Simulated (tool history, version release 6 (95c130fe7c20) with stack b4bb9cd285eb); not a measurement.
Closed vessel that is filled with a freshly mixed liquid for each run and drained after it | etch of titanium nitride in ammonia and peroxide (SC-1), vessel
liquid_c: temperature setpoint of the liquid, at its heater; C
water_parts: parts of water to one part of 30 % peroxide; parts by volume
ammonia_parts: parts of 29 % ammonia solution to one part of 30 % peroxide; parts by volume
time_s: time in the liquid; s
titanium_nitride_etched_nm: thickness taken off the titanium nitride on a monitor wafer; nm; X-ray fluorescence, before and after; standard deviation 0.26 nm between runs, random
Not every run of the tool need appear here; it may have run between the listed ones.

run 1 hour=0 | liquid_c=56 water_parts=27 ammonia_parts=0.45 time_s=1065 | titanium_nitride_etched_nm=75.34
run 2 hour=6 | liquid_c=56 water_parts=18.5 ammonia_parts=0.45 time_s=1065 | titanium_nitride_etched_nm=92.867
run 3 hour=9.7 | liquid_c=52 water_parts=18.5 ammonia_parts=0.45 time_s=1065 | titanium_nitride_etched_nm=70.793
run 4 hour=17.7 | liquid_c=49 water_parts=18.5 ammonia_parts=0.45 time_s=1065 | titanium_nitride_etched_nm=57.669
run 5 hour=20.5 | liquid_c=49 water_parts=18.5 ammonia_parts=0.45 time_s=1150 | titanium_nitride_etched_nm=62.989
run 6 hour=26.6 | liquid_c=49 water_parts=18.5 ammonia_parts=0.45 time_s=1150 | titanium_nitride_etched_nm=62.124
run 7 hour=35 | liquid_c=47 water_parts=18.5 ammonia_parts=0.45 time_s=1150 | titanium_nitride_etched_nm=54.352

Predict the results of run 8:
run 8 hour=43.3 | liquid_c=45.5 water_parts=18.5 ammonia_parts=0.45 time_s=1150 | titanium_nitride_etched_nm=?

{"run 8": {"titanium_nitride_etched_nm": 48.837}}
